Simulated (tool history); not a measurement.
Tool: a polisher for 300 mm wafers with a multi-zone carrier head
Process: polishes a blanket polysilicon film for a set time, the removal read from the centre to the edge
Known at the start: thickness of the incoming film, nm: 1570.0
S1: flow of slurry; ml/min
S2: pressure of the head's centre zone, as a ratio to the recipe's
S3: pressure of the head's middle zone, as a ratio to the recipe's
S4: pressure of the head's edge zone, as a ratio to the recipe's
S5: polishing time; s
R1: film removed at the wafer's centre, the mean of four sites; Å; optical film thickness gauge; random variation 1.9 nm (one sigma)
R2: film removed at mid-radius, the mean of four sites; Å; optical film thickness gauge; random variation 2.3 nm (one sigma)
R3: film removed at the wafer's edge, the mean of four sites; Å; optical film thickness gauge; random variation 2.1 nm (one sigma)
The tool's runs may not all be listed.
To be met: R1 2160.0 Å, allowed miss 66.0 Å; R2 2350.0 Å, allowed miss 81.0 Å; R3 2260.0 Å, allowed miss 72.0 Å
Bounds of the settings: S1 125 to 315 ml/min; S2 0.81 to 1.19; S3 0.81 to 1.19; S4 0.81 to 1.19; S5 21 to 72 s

{"run": 1, "day": 0.0, "S1": 205, "S2": 1.0, "S3": 1.0, "S4": 1.0, "S5": 46, "R1": 4426.9, "R2": 4266.3, "R3": 4232.0}
{"run": 2, "day": 0.075, "S1": 200, "S2": 0.98, "S3": 0.99, "S4": 0.98, "S5": 43, "R1": 3986.1, "R2": 3916.5, "R3": 3906.5}
{"run": 3, "day": 0.3, "S1": 200, "S2": 0.97, "S3": 0.99, "S4": 0.96, "S5": 40, "R1": 3732.4, "R2": 3692.6, "R3": 3598.2}
{"run": 4, "day": 0.383, "S1": 195, "S2": 0.95, "S3": 0.98, "S4": 0.95, "S5": 38, "R1": 3447.8, "R2": 3519.6, "R3": 3328.7}
{"run": 5, "day": 0.592, "S1": 190, "S2": 0.93, "S3": 0.96, "S4": 0.95, "S5": 36, "R1": 3230.3, "R2": 3215.5, "R3": 3238.4}
{"run": 6, "day": 0.738, "S1": 190, "S2": 0.93, "S3": 0.96, "S4": 0.9, "S5": 36, "R1": 3157.2, "R2": 3157.9, "R3": 3181.8}
{"run": 7, "day": 0.967, "S1": 180, "S2": 0.89, "S3": 1.01, "S4": 0.82, "S5": 23, "R1": 1914.7, "R2": 2136.3, "R3": 1895.0}
{"run": 8, "day": 1.333, "S1": 235, "S2": 0.87, "S3": 0.98, "S4": 0.92, "S5": 23, "R1": 1947.1, "R2": 2134.8, "R3": 2056.8}
{"run": 9, "day": 1.383, "S1": 235, "S2": 0.88, "S3": 0.98, "S4": 0.93, "S5": 23, "R1": 1979.9, "R2": 2108.3, "R3": 2105.2}
{"run": 10, "day": 1.592, "S1": 235, "S2": 0.89, "S3": 0.99, "S4": 0.94, "S5": 23, "R1": 1968.5, "R2": 2175.9, "R3": 2085.9}
{"run": 11, "day": 1.904, "S1": 235, "S2": 0.9, "S3": 0.99, "S4": 0.95, "S5": 23, "R1": 2020.9, "R2": 2174.3, "R3": 2115.8}
{"run": 12, "day": 2.271, "S1": 235, "S2": 0.9, "S3": 0.99, "S4": 0.96, "S5": 23, "R1": 2025.8, "R2": 2140.2, "R3": 2099.8}

Which of these 4 next moves meets every target?
{"run": "A", "day": 2.638, "S1": 240, "S2": 0.88, "S3": 1.05, "S4": 0.92, "S5": 24, "R1": "?", "R2": "?", "R3": "?"}
{"run": "B", "day": 2.638, "S1": 260, "S2": 0.83, "S3": 0.94, "S4": 0.99, "S5": 24, "R1": "?", "R2": "?", "R3": "?"}
{"run": "C", "day": 2.638, "S1": 270, "S2": 0.95, "S3": 1.01, "S4": 1.06, "S5": 22, "R1": "?", "R2": "?", "R3": "?"}
{"run": "D", "day": 2.638, "S1": 195, "S2": 0.88, "S3": 0.99, "S4": 0.92, "S5": 26, "R1": "?", "R2": "?", "R3": "?"}

move=A R1=2070.5 R2=2373.0 R3=2116.1
move=B R1=1967.7 R2=2179.2 R3=2207.1
move=C R1=2076.3 R2=2128.0 R3=2095.6
move=D R1=2186.4 R2=2391.4 R3=2256.1
A: brings the result that was furthest off to its target, and leaves another outside
B: further off than the last run
C: further off than the last run
D: meets every target
The right move is D.

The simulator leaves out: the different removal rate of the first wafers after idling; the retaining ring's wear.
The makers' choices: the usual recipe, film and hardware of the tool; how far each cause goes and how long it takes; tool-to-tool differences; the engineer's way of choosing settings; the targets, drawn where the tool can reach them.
